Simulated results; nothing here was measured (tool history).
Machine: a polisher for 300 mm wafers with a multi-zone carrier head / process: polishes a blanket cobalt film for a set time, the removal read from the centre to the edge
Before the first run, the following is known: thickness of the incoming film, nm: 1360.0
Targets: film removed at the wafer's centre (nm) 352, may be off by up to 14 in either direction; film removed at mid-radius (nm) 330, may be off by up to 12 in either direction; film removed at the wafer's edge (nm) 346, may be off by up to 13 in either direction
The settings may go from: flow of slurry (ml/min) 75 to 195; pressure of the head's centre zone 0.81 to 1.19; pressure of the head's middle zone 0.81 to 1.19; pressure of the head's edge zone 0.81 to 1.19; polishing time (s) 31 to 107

run	day	flow of slurry (ml/min)	pressure of the head's centre zone	pressure of the head's middle zone	pressure of the head's edge zone	polishing time (s)	film removed at the wafer's centre (nm)	film removed at mid-radius (nm)	film removed at the wafer's edge (nm)
1	0	125	1	1	1	69	212.73	217.93	219.05
2	0.312	130	1.01	1	1.02	73	231.36	228.08	234.57
3	0.654	130	1.01	1	1.09	73	227.67	237.27	243.27
4	0.792	130	1.01	1	1.09	60	189.83	193.81	198.91
5	1.15	135	1.02	1	1.1	65	212.25	211.48	220.51
6	1.392	140	1.03	1.01	1.11	69	231.2	226.24	239.78
7	1.671	145	1.04	1.03	1.12	71	239.1	235.66	239.58
8	1.938	155	1.05	0.98	1.14	90	307.11	290.35	314.44
9	2.279	160	1.05	0.99	1.15	91	317.12	304.08	323.59
10	2.412	165	1.05	0.99	1.15	91	312.77	303.53	322.92
11	2.633	165	1.06	0.99	1.15	92	323.02	309.85	327.66
12	3.008	165	1.07	0.99	1.15	92	322.84	303.57	329.94

Consider the 4 candidate settings below. Which is the only one whose results all fall within their allowed miss of target?
A	3.383	130	1.02	0.81	1.18	102	?	?	?
B	3.383	185	1.11	1.19	1.08	90	?	?	?
C	3.383	175	1.09	1	1.13	96	?	?	?
D	3.383	195	1.19	0.98	1.13	90	?	?	?

move	film removed at the wafer's centre (nm)	film removed at mid-radius (nm)	film removed at the wafer's edge (nm)
A	324.26	281.74	362.99
B	332.46	346.7	320.55
C	345.37	323.99	348.2
D	355.12	304.7	330.76
A: further off than the last run
B: takes the biggest miss from the last run beyond its target
C: hits every target within its allowed miss
D: about as far from the targets as the last run
Go with C: it meets all targets.
